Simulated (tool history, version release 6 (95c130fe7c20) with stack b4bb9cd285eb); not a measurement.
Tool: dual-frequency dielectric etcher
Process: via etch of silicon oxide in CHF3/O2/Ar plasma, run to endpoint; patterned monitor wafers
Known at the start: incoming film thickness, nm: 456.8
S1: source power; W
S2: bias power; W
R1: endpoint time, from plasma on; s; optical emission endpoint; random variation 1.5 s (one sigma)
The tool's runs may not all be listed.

run	hour	S1	S2	R1
1	0.0	490	154	282.07
2	3.6	490	134	297.18
3	8.9	470	133	300.89
4	12.1	520	133	289.06
5	16.4	520	153	278.16
6	19.3	480	150	290.56
7	27.3	460	148	291.89
8	34.3	430	145	302.65
9	35.1	410	144	310.87

The next listed run, before its measurement:
10	37.2	400	143	?

Run 10 gave R1 310.81 s.

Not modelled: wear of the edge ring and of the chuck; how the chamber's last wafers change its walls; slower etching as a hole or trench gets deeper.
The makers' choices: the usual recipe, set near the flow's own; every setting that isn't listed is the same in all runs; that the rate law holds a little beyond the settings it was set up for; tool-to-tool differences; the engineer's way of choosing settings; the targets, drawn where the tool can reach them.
